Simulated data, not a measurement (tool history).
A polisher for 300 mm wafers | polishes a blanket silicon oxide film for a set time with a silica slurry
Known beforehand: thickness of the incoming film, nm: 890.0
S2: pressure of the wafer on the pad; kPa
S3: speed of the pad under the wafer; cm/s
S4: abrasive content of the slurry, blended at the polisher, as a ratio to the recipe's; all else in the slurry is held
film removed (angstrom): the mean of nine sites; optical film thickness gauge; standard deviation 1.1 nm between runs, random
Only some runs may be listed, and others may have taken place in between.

run 1 hour=0 | flow_of_slurry_(ml/min)=275 S2=29.6 S3=134 S4=1 polishing_time_(s)=40 | film_removed_(angstrom)=1767.4
run 2 hour=2.5 | flow_of_slurry_(ml/min)=275 S2=24.1 S3=128 S4=1 polishing_time_(s)=40 | film_removed_(angstrom)=1411.8
run 3 hour=3.6 | flow_of_slurry_(ml/min)=275 S2=20.7 S3=124 S4=1 polishing_time_(s)=40 | film_removed_(angstrom)=1186.8
run 4 hour=10.1 | flow_of_slurry_(ml/min)=245 S2=20.7 S3=124 S4=1 polishing_time_(s)=40 | film_removed_(angstrom)=1156.8
run 5 hour=16.5 | flow_of_slurry_(ml/min)=310 S2=20.7 S3=124 S4=1 polishing_time_(s)=40 | film_removed_(angstrom)=1194.8
run 6 hour=24.3 | flow_of_slurry_(ml/min)=310 S2=18.6 S3=124 S4=1 polishing_time_(s)=40 | film_removed_(angstrom)=1087

Run 7, settings as shown, results not yet in. Your forecast:
run 7 hour=29.3 | flow_of_slurry_(ml/min)=310 S2=17.2 S3=124 S4=1 polishing_time_(s)=40 | film_removed_(angstrom)=?

{"run 7": {"film removed (angstrom)": 1015.1}}
